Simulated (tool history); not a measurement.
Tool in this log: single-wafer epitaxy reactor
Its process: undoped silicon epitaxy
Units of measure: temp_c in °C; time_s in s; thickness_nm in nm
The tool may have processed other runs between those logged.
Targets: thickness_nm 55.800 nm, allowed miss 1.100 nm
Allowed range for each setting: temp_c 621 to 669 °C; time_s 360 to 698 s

run 1 hour=0.0 | temp_c=645 time_s=529 | thickness_nm=73.323
run 2 hour=4.8 | temp_c=641 time_s=528 | thickness_nm=68.205
run 3 hour=5.8 | temp_c=641 time_s=483 | thickness_nm=62.296
run 4 hour=7.3 | temp_c=648 time_s=483 | thickness_nm=71.161
run 5 hour=11.7 | temp_c=642 time_s=483 | thickness_nm=63.723
run 6 hour=16.3 | temp_c=642 time_s=538 | thickness_nm=70.373
run 7 hour=17.7 | temp_c=639 time_s=537 | thickness_nm=66.640
run 8 hour=19.6 | temp_c=636 time_s=536 | thickness_nm=62.727
run 9 hour=25.4 | temp_c=634 time_s=536 | thickness_nm=60.251
run 10 hour=25.9 | temp_c=633 time_s=536 | thickness_nm=59.383
run 11 hour=31.9 | temp_c=632 time_s=536 | thickness_nm=58.234

4 candidate next runs follow, results not yet known. Just one meets every target within its allowed miss. Identify it.
run A hour=37.9 | temp_c=638 time_s=458 | thickness_nm=?
run B hour=37.9 | temp_c=635 time_s=542 | thickness_nm=?
run C hour=37.9 | temp_c=635 time_s=533 | thickness_nm=?
run D hour=37.9 | temp_c=636 time_s=553 | thickness_nm=?

move=A thickness_nm=55.153
move=B thickness_nm=61.522
move=C thickness_nm=60.501
move=D thickness_nm=64.022
A: all results in spec
B: moves away from the targets compared with the last run
C: moves away from the targets compared with the last run
D: moves away from the targets compared with the last run
The right move is A.
